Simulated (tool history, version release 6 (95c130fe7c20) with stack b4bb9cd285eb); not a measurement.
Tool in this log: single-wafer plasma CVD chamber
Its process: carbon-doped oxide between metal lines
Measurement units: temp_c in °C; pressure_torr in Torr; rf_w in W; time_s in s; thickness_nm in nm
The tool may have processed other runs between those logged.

Run 1, hour 0.0: temp_c 350 °C, pressure_torr 6.35 Torr, rf_w 645 W, time_s 24.7 s. Result: thickness_nm 165.53 nm.
Run 2, hour 1.3: temp_c 340 °C, pressure_torr 6.35 Torr, rf_w 645 W, time_s 24.7 s. Result: thickness_nm 170.05 nm.
Run 3, hour 6.0: temp_c 340 °C, pressure_torr 6.35 Torr, rf_w 645 W, time_s 24.7 s. Result: thickness_nm 170.78 nm.
Run 4, hour 8.0: temp_c 349 °C, pressure_torr 5.72 Torr, rf_w 625 W, time_s 24.7 s. Result: thickness_nm 160.35 nm.
Run 5, hour 12.9: temp_c 355 °C, pressure_torr 5.19 Torr, rf_w 620 W, time_s 24.7 s. Result: thickness_nm 153.32 nm.
Run 6, hour 17.6: temp_c 360 °C, pressure_torr 5.06 Torr, rf_w 620 W, time_s 24.7 s. Result: thickness_nm 150.03 nm.
Run 7, hour 25.5: temp_c 363 °C, pressure_torr 4.98 Torr, rf_w 620 W, time_s 24.7 s. Result: thickness_nm 148.19 nm.
Run 8, hour 32.5: temp_c 365 °C, pressure_torr 4.93 Torr, rf_w 620 W, time_s 24.7 s. Result: thickness_nm 147.86 nm.

Run 9 is up next; what results do you expect?
Run 9, hour 36.7: temp_c 367 °C, pressure_torr 4.86 Torr, rf_w 620 W, time_s 24.7 s. Result: thickness_nm ?.

thickness_nm: 146.63 nm

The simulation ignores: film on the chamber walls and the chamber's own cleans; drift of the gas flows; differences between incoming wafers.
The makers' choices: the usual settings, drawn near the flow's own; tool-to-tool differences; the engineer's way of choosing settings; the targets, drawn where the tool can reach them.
